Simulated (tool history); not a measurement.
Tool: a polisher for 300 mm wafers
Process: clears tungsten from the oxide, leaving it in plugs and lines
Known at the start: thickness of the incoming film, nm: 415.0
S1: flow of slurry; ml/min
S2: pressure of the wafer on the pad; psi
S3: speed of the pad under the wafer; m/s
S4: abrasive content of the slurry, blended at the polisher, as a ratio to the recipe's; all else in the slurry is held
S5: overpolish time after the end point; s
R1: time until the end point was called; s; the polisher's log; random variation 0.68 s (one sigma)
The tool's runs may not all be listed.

run	day	S1	S2	S3	S4	S5	R1
1	0.000	170	4.7	0.94	1.0	7	65.270
2	0.196	140	4.7	0.94	1.0	7	66.273
3	0.442	140	5.1	0.94	1.0	7	63.349
4	0.758	140	4.1	0.94	1.0	7	74.200
5	0.796	140	4.1	0.94	1.0	5	74.754
6	1.004	140	4.7	0.96	1.0	5	65.509

Forecast run 7:
7	1.162	140	4.7	0.96	1.0	5	?

Run 7 gave R1 65.771 s.
